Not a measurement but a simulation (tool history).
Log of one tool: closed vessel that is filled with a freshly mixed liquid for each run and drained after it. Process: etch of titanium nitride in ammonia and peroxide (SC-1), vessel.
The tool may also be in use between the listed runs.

| run | hour | temperature setpoint of the liquid (C) | parts of water to one part of 30 % peroxide (parts by volume) | parts of 29 % ammonia solution to one part of 30 % peroxide (parts by volume) | time in the liquid (s) | thickness taken off the titanium nitride on a monitor wafer (Å) |
|---|---|---|---|---|---|---|
| 1 | 0.0 | 58.0 | 9 | 0.45 | 95 | 132.77 |
| 2 | 9.0 | 60.0 | 9 | 0.45 | 95 | 150.87 |
| 3 | 14.3 | 60.0 | 9 | 0.45 | 95 | 148.07 |
| 4 | 17.3 | 62.0 | 9 | 0.45 | 95 | 171.38 |
| 5 | 25.3 | 62.0 | 9 | 0.45 | 95 | 172.24 |
| 6 | 28.7 | 63.5 | 9 | 0.45 | 95 | 190.39 |

Run 7 has not been measured yet. What should we expect?
| 7 | 35.5 | 64.5 | 9 | 0.45 | 95 | ? |

thickness taken off the titanium nitride on a monitor wafer (Å): 203.26
